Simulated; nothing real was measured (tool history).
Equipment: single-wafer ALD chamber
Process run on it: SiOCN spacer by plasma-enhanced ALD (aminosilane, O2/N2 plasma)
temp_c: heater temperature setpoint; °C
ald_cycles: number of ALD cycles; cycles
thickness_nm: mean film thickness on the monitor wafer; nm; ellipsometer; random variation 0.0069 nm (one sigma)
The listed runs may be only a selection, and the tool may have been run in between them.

run	hour	temp_c	ald_cycles	thickness_nm
1	0.0	415	56	3.2683
2	6.7	419	54	3.1138
3	9.9	419	59	3.4040
4	11.9	419	64	3.7101
5	13.1	430	64	3.5925
6	19.9	432	61	3.4054

Predict the results of run 7:
7	28.2	433	58	?

Run 7 came out at thickness_nm 3.2183 nm.

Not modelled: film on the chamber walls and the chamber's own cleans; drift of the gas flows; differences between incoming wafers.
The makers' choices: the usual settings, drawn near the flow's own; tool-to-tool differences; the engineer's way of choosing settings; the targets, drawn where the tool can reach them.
